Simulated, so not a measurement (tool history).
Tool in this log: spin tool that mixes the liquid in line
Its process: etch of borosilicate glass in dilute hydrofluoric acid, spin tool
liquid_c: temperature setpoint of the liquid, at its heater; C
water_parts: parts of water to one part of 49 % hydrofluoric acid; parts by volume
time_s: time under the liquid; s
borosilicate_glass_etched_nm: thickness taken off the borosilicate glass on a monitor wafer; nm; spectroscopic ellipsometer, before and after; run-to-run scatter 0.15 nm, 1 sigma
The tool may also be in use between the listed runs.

run 1 hour=0 | liquid_c=21 water_parts=45 time_s=45 | borosilicate_glass_etched_nm=30.064
run 2 hour=7.2 | liquid_c=18.5 water_parts=45 time_s=45 | borosilicate_glass_etched_nm=26.985
run 3 hour=13.3 | liquid_c=20.5 water_parts=45 time_s=45 | borosilicate_glass_etched_nm=29.4
run 4 hour=15.2 | liquid_c=22.5 water_parts=45 time_s=45 | borosilicate_glass_etched_nm=32.017
run 5 hour=20.6 | liquid_c=22.5 water_parts=45 time_s=45 | borosilicate_glass_etched_nm=32.106
run 6 hour=21.7 | liquid_c=22.5 water_parts=45 time_s=50 | borosilicate_glass_etched_nm=35.791
run 7 hour=25.3 | liquid_c=22.5 water_parts=45 time_s=50 | borosilicate_glass_etched_nm=35.72
run 8 hour=33.3 | liquid_c=22.5 water_parts=45 time_s=50 | borosilicate_glass_etched_nm=35.645

Run 9 is up next; what results do you expect?
run 9 hour=40.1 | liquid_c=23.5 water_parts=45 time_s=50 | borosilicate_glass_etched_nm=?

{"run 9": {"borosilicate_glass_etched_nm": 37.15}}

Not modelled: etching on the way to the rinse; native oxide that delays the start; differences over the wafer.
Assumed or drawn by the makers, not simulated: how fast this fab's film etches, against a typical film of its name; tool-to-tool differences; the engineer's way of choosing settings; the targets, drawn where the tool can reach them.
